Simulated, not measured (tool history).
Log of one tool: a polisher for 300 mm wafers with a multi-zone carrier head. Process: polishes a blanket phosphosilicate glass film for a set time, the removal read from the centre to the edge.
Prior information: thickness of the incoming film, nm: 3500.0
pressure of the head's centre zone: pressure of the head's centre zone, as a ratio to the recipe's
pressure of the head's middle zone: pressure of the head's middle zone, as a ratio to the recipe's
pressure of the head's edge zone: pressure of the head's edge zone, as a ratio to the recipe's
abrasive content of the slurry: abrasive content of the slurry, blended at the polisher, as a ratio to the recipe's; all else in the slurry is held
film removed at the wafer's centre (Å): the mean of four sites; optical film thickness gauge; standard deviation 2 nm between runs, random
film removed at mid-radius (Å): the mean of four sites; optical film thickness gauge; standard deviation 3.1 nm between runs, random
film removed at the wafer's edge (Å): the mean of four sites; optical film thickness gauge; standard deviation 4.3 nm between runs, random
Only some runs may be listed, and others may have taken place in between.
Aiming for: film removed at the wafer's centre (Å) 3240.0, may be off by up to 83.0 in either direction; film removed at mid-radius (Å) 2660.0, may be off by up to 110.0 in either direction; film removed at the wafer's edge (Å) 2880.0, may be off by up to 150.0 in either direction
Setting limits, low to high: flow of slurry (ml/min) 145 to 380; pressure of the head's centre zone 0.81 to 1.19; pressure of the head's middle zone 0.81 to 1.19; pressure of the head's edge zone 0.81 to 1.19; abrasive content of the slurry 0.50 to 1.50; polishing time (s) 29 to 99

run  hour  flow of slurry (ml/min)  pressure of the head's centre zone  pressure of the head's middle zone  pressure of the head's edge zone  abrasive content of the slurry  polishing time (s)  film removed at the wafer's centre (Å)  film removed at mid-radius (Å)  film removed at the wafer's edge (Å)
  1   0.0                      245                                1.00                                1.00                              1.00                            1.00                  64                                  3588.2                          3640.7                                3667.3
  2   2.6                      240                                1.02                                0.95                              0.96                            0.90                  64                                  3554.2                          3442.7                                3587.7
  3   5.8                      250                                1.06                                0.93                              0.95                            0.80                  62                                  3527.7                          3228.5                                3344.5
  4  11.2                      250                                1.07                                0.90                              0.94                            0.70                  61                                  3322.0                          2946.5                                3254.7
  5  14.1                      250                                1.09                                0.89                              0.91                            0.65                  60                                  3275.2                          2788.5                                3031.9
  6  16.9                      245                                1.09                                0.88                              0.89                            0.65                  60                                  3253.5                          2781.6                                2942.8
  7  23.5                      245                                1.09                                0.88                              0.89                            0.65                  60                                  3296.0                          2739.5                                2978.3
  8  29.1                      245                                1.09                                0.88                              0.89                            0.65                  60                                  3289.2                          2761.1                                3054.3
  9  35.9                      245                                1.09                                0.88                              0.87                            0.65                  60                                  3313.7                          2748.6                                2990.2
 10  43.1                      240                                1.09                                0.88                              0.86                            0.65                  60                                  3258.6                          2789.0                                2957.1
     52.1  -- slurry nozzle cleaned
 11  52.1                      240                                1.09                                0.87                              0.85                            0.65                  60                                  3416.4                          2863.3                                3084.7
 12  56.3                      240                                1.10                                0.88                              0.87                            0.65                  60                                  3481.3                          2917.6                                3086.6

Of the 5 settings listed for the next run, only one would bring every result within its allowed miss of target. Which one?
  A  60.5                      240                                0.99                                0.98                              0.81                            0.70                  58                                       ?                               ?                                     ?
  B  60.5                      240                                1.09                                0.84                              0.87                            0.75                  54                                       ?                               ?                                     ?
  C  60.5                      215                                1.05                                1.02                              0.82                            0.75                  58                                       ?                               ?                                     ?
  D  60.5                      275                                1.18                                0.82                              0.87                            0.65                  57                                       ?                               ?                                     ?
  E  60.5                      235                                1.10                                0.90                              0.84                            0.75                  59                                       ?                               ?                                     ?

move  film removed at the wafer's centre (Å)  film removed at mid-radius (Å)  film removed at the wafer's edge (Å)
   A                                  3113.2                          3142.0                                3039.2
   B                                  3248.7                          2653.2                                2978.8
   C                                  3316.1                          3255.2                                3079.8
   D                                  3636.5                          2688.9                                3063.7
   E                                  3574.2                          3043.1                                3195.9
A: takes the biggest miss from the last run beyond its target
B: meets every target
C: meets the target for the result that was furthest off, but another lies outside its allowed miss
D: the biggest miss grows against the last run
E: the biggest miss grows against the last run
Correct choice: B, which meets every target
